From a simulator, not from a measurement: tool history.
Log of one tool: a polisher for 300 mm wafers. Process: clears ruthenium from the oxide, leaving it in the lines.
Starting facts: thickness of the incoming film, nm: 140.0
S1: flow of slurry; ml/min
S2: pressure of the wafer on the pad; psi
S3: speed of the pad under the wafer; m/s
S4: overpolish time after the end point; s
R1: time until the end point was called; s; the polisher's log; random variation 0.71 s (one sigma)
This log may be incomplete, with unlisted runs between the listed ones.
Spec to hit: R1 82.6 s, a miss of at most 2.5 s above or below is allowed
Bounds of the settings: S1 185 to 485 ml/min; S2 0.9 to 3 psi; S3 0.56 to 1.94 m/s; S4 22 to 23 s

| run | day | S1 | S2 | S3 | S4 | R1 |
|---|---|---|---|---|---|---|
| 1 | 0 | 310 | 1.9 | 1.24 | 22 | 123.35 |
| 2 | 0.229 | 375 | 1.9 | 1.24 | 22 | 120.9 |
| 3 | 0.342 | 375 | 1.9 | 1.24 | 23 | 120.89 |
| 4 | 0.562 | 375 | 1.9 | 1.08 | 23 | 135.96 |
| 5 | 0.892 | 375 | 2.2 | 1.08 | 23 | 118.53 |
| 6 | 1.258 | 375 | 2.2 | 0.92 | 23 | 136.29 |
| 7 | 1.604 | 380 | 2.4 | 0.96 | 23 | 120.22 |
| 8 | 1.75 | 385 | 3 | 1.08 | 23 | 89.282 |
| 9 | 1.812 | 385 | 3 | 1.12 | 23 | 86.153 |

Exactly one of the 4 candidate moves below puts every result within its allowed miss. Which one?
| A | 1.875 | 385 | 3 | 1.08 | 22 | ? |
| B | 1.875 | 400 | 2.9 | 1.1 | 22 | ? |
| C | 1.875 | 390 | 2.7 | 1.3 | 22 | ? |
| D | 1.875 | 485 | 3 | 1.04 | 22 | ? |

| move | R1 |
|---|---|
| A | 86.7 |
| B | 88.041 |
| C | 81.986 |
| D | 88.284 |
A: moves away from the targets compared with the last run
B: moves away from the targets compared with the last run
C: every result within its allowed miss
D: moves away from the targets compared with the last run
The move that meets every target is C.
